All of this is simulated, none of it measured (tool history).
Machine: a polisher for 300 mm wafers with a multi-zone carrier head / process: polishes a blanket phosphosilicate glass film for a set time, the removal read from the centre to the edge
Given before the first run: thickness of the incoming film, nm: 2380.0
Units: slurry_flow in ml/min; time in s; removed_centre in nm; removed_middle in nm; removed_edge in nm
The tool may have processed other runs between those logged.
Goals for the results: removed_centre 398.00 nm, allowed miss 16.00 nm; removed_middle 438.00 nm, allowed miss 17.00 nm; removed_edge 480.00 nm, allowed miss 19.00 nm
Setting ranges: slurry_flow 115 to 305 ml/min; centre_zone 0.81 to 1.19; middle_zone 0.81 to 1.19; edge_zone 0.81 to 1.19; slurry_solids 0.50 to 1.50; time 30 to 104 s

{"run": 1, "hour": 0.0, "slurry_flow": 195, "centre_zone": 1.0, "middle_zone": 1.0, "edge_zone": 1.0, "slurry_solids": 1.0, "time": 67, "removed_centre": 619.36, "removed_middle": 624.11, "removed_edge": 628.01}
{"run": 2, "hour": 8.1, "slurry_flow": 145, "centre_zone": 1.0, "middle_zone": 1.0, "edge_zone": 1.0, "slurry_solids": 1.0, "time": 67, "removed_centre": 593.08, "removed_middle": 586.59, "removed_edge": 612.69}
{"run": 3, "hour": 12.4, "slurry_flow": 145, "centre_zone": 0.98, "middle_zone": 0.99, "edge_zone": 1.0, "slurry_solids": 0.95, "time": 67, "removed_centre": 579.88, "removed_middle": 577.41, "removed_edge": 596.91}
{"run": 4, "hour": 21.1, "slurry_flow": 140, "centre_zone": 0.96, "middle_zone": 0.99, "edge_zone": 1.02, "slurry_solids": 0.9, "time": 66, "removed_centre": 539.66, "removed_middle": 556.45, "removed_edge": 572.57}
{"run": 5, "hour": 29.4, "slurry_flow": 165, "centre_zone": 0.96, "middle_zone": 0.99, "edge_zone": 1.02, "slurry_solids": 0.9, "time": 66, "removed_centre": 548.39, "removed_middle": 568.45, "removed_edge": 607.37}
{"run": 6, "hour": 34.9, "slurry_flow": 165, "centre_zone": 0.96, "middle_zone": 0.99, "edge_zone": 1.02, "slurry_solids": 1.1, "time": 66, "removed_centre": 596.69, "removed_middle": 616.21, "removed_edge": 642.82}
{"run": 7, "hour": 36.9, "slurry_flow": 165, "centre_zone": 0.95, "middle_zone": 0.98, "edge_zone": 1.02, "slurry_solids": 1.05, "time": 66, "removed_centre": 583.02, "removed_middle": 591.48, "removed_edge": 633.7}
{"run": 8, "hour": 43.0, "slurry_flow": 165, "centre_zone": 0.94, "middle_zone": 0.98, "edge_zone": 1.02, "slurry_solids": 1.0, "time": 66, "removed_centre": 563.49, "removed_middle": 578.37, "removed_edge": 620.64}

Which one of the following 5 next-run settings gets every result inside its allowed miss? There is exactly one.
{"run": "A", "hour": 49.1, "slurry_flow": 135, "centre_zone": 1.15, "middle_zone": 1.19, "edge_zone": 0.84, "slurry_solids": 1.0, "time": 51, "removed_centre": "?", "removed_middle": "?", "removed_edge": "?"}
{"run": "B", "hour": 49.1, "slurry_flow": 135, "centre_zone": 0.91, "middle_zone": 1.02, "edge_zone": 1.11, "slurry_solids": 1.1, "time": 49, "removed_centre": "?", "removed_middle": "?", "removed_edge": "?"}
{"run": "C", "hour": 49.1, "slurry_flow": 125, "centre_zone": 1.11, "middle_zone": 1.02, "edge_zone": 0.88, "slurry_solids": 1.0, "time": 91, "removed_centre": "?", "removed_middle": "?", "removed_edge": "?"}
{"run": "D", "hour": 49.1, "slurry_flow": 165, "centre_zone": 1.06, "middle_zone": 1.02, "edge_zone": 0.97, "slurry_solids": 1.0, "time": 97, "removed_centre": "?", "removed_middle": "?", "removed_edge": "?"}
{"run": "E", "hour": 49.1, "slurry_flow": 155, "centre_zone": 1.07, "middle_zone": 0.81, "edge_zone": 1.02, "slurry_solids": 0.9, "time": 50, "removed_centre": "?", "removed_middle": "?", "removed_edge": "?"}

move=A removed_centre=511.13 removed_middle=499.48 removed_edge=421.56
move=B removed_centre=399.12 removed_middle=440.03 removed_edge=473.32
move=C removed_centre=858.90 removed_middle=776.81 removed_edge=757.68
move=D removed_centre=941.37 removed_middle=884.04 removed_edge=882.62
move=E removed_centre=466.60 removed_middle=368.47 removed_edge=447.33
A: closes in on the targets versus the last run, not all within tolerance yet
B: all results in spec
C: the biggest miss grows against the last run
D: the biggest miss grows against the last run
E: closes in on the targets versus the last run, not all within tolerance yet
B is the move that brings every result within its allowed miss.
